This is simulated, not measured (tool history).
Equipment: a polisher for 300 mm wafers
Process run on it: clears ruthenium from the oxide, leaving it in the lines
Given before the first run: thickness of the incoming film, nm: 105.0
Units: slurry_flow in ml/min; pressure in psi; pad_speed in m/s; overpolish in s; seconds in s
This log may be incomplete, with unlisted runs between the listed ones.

run	hour	slurry_flow	pressure	pad_speed	overpolish	seconds
1	0.0	265	1.9	0.90	15	116.040
2	8.6	265	1.9	0.90	16	120.890
3	13.4	265	2.0	0.90	16	118.200
4	16.5	265	2.0	1.04	16	103.830
5	22.8	305	2.0	1.04	16	104.700
6	29.0	240	2.0	1.04	16	103.130
7	33.5	240	2.1	1.04	16	100.930
8	36.3	240	2.2	1.04	16	96.318
9	40.3	240	2.3	1.04	16	95.237

The next listed run, before its measurement:
10	48.0	240	2.4	1.04	16	?

Run 10 measured seconds 94.112 s.
